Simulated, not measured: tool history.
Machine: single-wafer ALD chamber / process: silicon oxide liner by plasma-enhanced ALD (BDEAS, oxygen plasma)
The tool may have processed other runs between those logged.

run	hour	heater temperature setpoint (deg C)	number of ALD cycles (cycles)	mean film thickness on the monitor wafer (nm)
1	0.0	315	50	4.6693
2	3.8	318	44	4.0716
3	8.6	320	41	3.7470
4	13.0	314	41	3.8062
5	20.3	316	39	3.5987
6	22.6	316	46	4.2629
7	31.3	318	43	3.9767
8	32.0	318	40	3.6735

The next listed run, before its measurement:
# hour 36.4: thermocouple changed; heater temperature recalibrated
9	36.4	320	35	?

mean film thickness on the monitor wafer (nm): 3.2398
